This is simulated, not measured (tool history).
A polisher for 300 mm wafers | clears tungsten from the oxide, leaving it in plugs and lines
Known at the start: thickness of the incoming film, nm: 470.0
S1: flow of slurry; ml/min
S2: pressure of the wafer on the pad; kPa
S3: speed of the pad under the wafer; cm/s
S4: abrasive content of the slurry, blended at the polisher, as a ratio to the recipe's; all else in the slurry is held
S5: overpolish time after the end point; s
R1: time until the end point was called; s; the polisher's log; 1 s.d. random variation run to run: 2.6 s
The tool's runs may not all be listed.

run	hour	S1	S2	S3	S4	S5	R1
1	0.0	245	22.8	118	1.0	29	90.819
2	4.6	245	21.4	116	1.0	29	100.070
3	10.3	245	20.0	116	1.0	29	107.280
4	16.1	245	20.0	136	1.0	29	92.488
5	23.5	245	20.0	136	1.0	29	90.562
6	26.7	245	18.6	134	1.0	29	97.200
7	33.5	245	17.2	132	1.0	29	105.030
8	37.2	245	11.0	128	1.0	29	170.020

Predict the results of run 9:
9	40.7	245	14.5	130	1.0	29	?

{"run 9": {"R1": 127.37}}
